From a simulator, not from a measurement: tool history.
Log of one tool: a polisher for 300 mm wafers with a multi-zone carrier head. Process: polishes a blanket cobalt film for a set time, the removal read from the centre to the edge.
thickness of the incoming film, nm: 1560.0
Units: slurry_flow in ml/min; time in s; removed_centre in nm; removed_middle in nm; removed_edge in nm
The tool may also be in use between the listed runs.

Run 1, hour 0: slurry_flow 255 ml/min, centre_zone 1, middle_zone 1, edge_zone 1, time 40 s. Result: removed_centre 142.82 nm, removed_middle 140.83 nm, removed_edge 142.04 nm.
Run 2, hour 3: slurry_flow 255 ml/min, centre_zone 0.99, middle_zone 1.01, edge_zone 0.97, time 38 s. Result: removed_centre 136.13 nm, removed_middle 136.14 nm, removed_edge 134.25 nm.
Run 3, hour 8.1: slurry_flow 255 ml/min, centre_zone 0.98, middle_zone 1.02, edge_zone 0.94, time 36 s. Result: removed_centre 127.55 nm, removed_middle 129.89 nm, removed_edge 123.71 nm.
Run 4, hour 10.9: slurry_flow 255 ml/min, centre_zone 0.98, middle_zone 1.02, edge_zone 0.86, time 36 s. Result: removed_centre 126.98 nm, removed_middle 126.95 nm, removed_edge 120.35 nm.
Run 5, hour 18.5: slurry_flow 255 ml/min, centre_zone 0.98, middle_zone 1.04, edge_zone 0.85, time 35 s. Result: removed_centre 123.38 nm, removed_middle 127.3 nm, removed_edge 115.69 nm.
Run 6, hour 22.4: slurry_flow 250 ml/min, centre_zone 0.98, middle_zone 1.05, edge_zone 0.84, time 34 s. Result: removed_centre 121.33 nm, removed_middle 123.9 nm, removed_edge 112.93 nm.
Run 7, hour 28.4: slurry_flow 250 ml/min, centre_zone 0.97, middle_zone 1.06, edge_zone 0.83, time 34 s. Result: removed_centre 120.59 nm, removed_middle 128.02 nm, removed_edge 112.73 nm.
Run 8, hour 34.1: slurry_flow 225 ml/min, centre_zone 0.96, middle_zone 1.06, edge_zone 0.81, time 31 s. Result: removed_centre 106.17 nm, removed_middle 115.04 nm, removed_edge 101.3 nm.
Run 9, hour 40.1: slurry_flow 235 ml/min, centre_zone 0.96, middle_zone 1.06, edge_zone 0.81, time 31 s. Result: removed_centre 107.45 nm, removed_middle 116.5 nm, removed_edge 98.23 nm.

Run 10 comes next. What will it give?
Run 10, hour 41.4: slurry_flow 240 ml/min, centre_zone 0.96, middle_zone 1.06, edge_zone 0.83, time 31 s. Result: removed_centre ?, removed_middle ?, removed_edge ?.

{"run 10": {"removed_centre": 107.35, "removed_middle": 115.3, "removed_edge": 101.85}}

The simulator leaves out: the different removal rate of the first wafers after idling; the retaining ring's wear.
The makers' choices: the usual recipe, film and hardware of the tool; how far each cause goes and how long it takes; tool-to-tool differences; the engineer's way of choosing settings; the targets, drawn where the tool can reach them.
